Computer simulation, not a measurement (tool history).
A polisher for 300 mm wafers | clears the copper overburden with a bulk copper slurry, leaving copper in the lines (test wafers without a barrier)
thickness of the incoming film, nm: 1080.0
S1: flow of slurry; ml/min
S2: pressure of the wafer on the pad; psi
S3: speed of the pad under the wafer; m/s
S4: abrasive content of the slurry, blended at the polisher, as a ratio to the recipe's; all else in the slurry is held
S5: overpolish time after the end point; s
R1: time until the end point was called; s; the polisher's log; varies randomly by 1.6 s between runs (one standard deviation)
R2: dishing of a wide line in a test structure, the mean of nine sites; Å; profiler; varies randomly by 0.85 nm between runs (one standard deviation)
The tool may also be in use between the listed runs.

{"run": 1, "day": 0.0, "S1": 235, "S2": 3.3, "S3": 1.02, "S4": 1, "S5": 27, "R1": 109.9, "R2": 1075.6}
{"run": 2, "day": 0.083, "S1": 235, "S2": 3.3, "S3": 0.8, "S4": 1, "S5": 27, "R1": 138.95, "R2": 994.21}
{"run": 3, "day": 0.421, "S1": 235, "S2": 3.3, "S3": 0.8, "S4": 1, "S5": 18, "R1": 140.32, "R2": 730.83}
{"run": 4, "day": 0.792, "S1": 235, "S2": 3.3, "S3": 0.8, "S4": 0.8, "S5": 18, "R1": 148.02, "R2": 722.56}
{"run": 5, "day": 1.117, "S1": 240, "S2": 3.1, "S3": 0.9, "S4": 0.8, "S5": 17, "R1": 140.04, "R2": 713.77}
{"run": 6, "day": 1.4, "S1": 240, "S2": 3.1, "S3": 1.06, "S4": 0.8, "S5": 17, "R1": 118.56, "R2": 814.2}
{"run": 7, "day": 1.629, "S1": 255, "S2": 2.9, "S3": 1.1, "S4": 0.9, "S5": 16, "R1": 119.27, "R2": 748.89}
{"run": 8, "day": 1.958, "S1": 320, "S2": 1.9, "S3": 1.38, "S4": 1.15, "S5": 8, "R1": 131.75, "R2": 398.84}

Estimate the outcome of run 9 from the log above:
{"run": 9, "day": 2.212, "S1": 320, "S2": 2, "S3": 1.38, "S4": 1.15, "S5": 8, "R1": "?", "R2": "?"}

Run 9 gave R1 127.9 s, R2 402.51 Å.

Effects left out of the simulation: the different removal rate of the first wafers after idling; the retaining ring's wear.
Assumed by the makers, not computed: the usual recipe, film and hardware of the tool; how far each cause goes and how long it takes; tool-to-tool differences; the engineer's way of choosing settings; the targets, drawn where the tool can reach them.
